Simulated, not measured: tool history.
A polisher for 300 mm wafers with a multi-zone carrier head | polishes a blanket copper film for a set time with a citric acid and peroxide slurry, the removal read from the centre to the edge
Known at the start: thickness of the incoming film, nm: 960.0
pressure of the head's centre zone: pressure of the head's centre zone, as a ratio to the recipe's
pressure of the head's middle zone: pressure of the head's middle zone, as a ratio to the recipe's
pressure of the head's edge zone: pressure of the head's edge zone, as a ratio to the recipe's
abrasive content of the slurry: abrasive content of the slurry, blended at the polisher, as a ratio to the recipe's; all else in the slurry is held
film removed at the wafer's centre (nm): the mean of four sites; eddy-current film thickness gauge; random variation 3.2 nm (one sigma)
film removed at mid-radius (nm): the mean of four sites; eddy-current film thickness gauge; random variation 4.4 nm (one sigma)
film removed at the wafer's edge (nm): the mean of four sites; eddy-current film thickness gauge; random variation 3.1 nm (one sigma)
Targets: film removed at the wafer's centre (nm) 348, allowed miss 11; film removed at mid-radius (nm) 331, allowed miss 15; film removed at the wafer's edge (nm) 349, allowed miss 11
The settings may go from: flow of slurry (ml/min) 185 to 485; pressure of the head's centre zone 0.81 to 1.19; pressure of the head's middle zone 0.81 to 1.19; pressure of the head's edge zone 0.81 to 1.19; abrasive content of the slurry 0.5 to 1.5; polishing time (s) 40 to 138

run  hour  flow of slurry (ml/min)  pressure of the head's centre zone  pressure of the head's middle zone  pressure of the head's edge zone  abrasive content of the slurry  polishing time (s)  film removed at the wafer's centre (nm)  film removed at mid-radius (nm)  film removed at the wafer's edge (nm)
  1     0                      310                                   1                                   1                                 1                               1                  88                                   241.89                            240.8                                 242.25
  2   2.4                      310                                1.01                                   1                              1.02                             1.1                  91                                   258.79                           261.76                                 259.18
  3   7.1                      310                                1.01                                   1                              1.08                             1.1                  91                                   259.46                           258.98                                 268.17
  4  10.4                      310                                1.01                                   1                              1.15                             1.1                  91                                   258.27                           253.57                                 275.84
  5  14.1                      310                                1.02                                   1                              1.15                            1.15                  93                                   273.62                           270.36                                 288.69
  6  19.2                      310                                1.03                                   1                              1.16                             1.2                  94                                   280.38                           270.44                                 292.93
  7  28.2                      315                                1.04                                1.01                              1.16                            1.25                  96                                   292.98                           278.76                                 293.81
  8  36.1                      315                                1.04                                1.01                              1.16                            1.25                  99                                   299.12                           286.04                                 300.19
  9  41.7                      315                                1.04                                1.01                              1.16                            1.25                 102                                   306.22                            296.9                                 318.13
 10  46.4                      315                                1.05                                1.01                              1.16                             1.3                 103                                   315.46                           291.37                                 320.32
 11  54.2                      320                                1.05                                1.02                              1.16                             1.3                 104                                   320.83                           307.63                                 328.27
 12  56.4                      325                                1.05                                1.02                              1.17                             1.3                 104                                   320.31                           310.02                                  330.8
 13  58.4                      335                                1.06                                1.02                              1.17                             1.3                 104                                   328.99                           307.94                                 324.27
 14  63.7                      335                                1.06                                1.02                              1.17                             1.3                 105                                   325.11                           311.65                                 327.45
 15  71.1                      335                                1.06                                1.02                              1.17                             1.3                 106                                    329.9                           315.23                                 332.45
 16  72.8                      335                                1.06                                1.02                              1.17                             1.3                 107                                   331.66                           311.31                                 330.69
 17  76.9                      335                                1.06                                1.02                              1.17                            1.35                 107                                   335.37                           318.25                                 335.34

Which of these 4 next moves meets every target?
  A    81                      330                                1.05                                1.01                              1.15                             1.5                 110                                        ?                                ?                                      ?
  B    81                      225                                1.07                                0.81                              1.19                             1.3                 122                                        ?                                ?                                      ?
  C    81                      340                                0.97                                1.02                              1.19                             1.3                 111                                        ?                                ?                                      ?
  D    81                      330                                1.01                                1.03                              1.16                            1.35                 110                                        ?                                ?                                      ?

move  film removed at the wafer's centre (nm)  film removed at mid-radius (nm)  film removed at the wafer's edge (nm)
   A                                   347.99                            325.6                                 355.57
   B                                   369.14                            283.5                                 382.52
   C                                   316.43                           323.38                                 356.15
   D                                   328.12                           324.63                                 350.07
A: meets every target
B: takes the result that was furthest off past its target
C: brings the result that was furthest off to its target, and leaves another outside
D: brings the result that was furthest off to its target, and leaves another outside
Move A is the one to make.
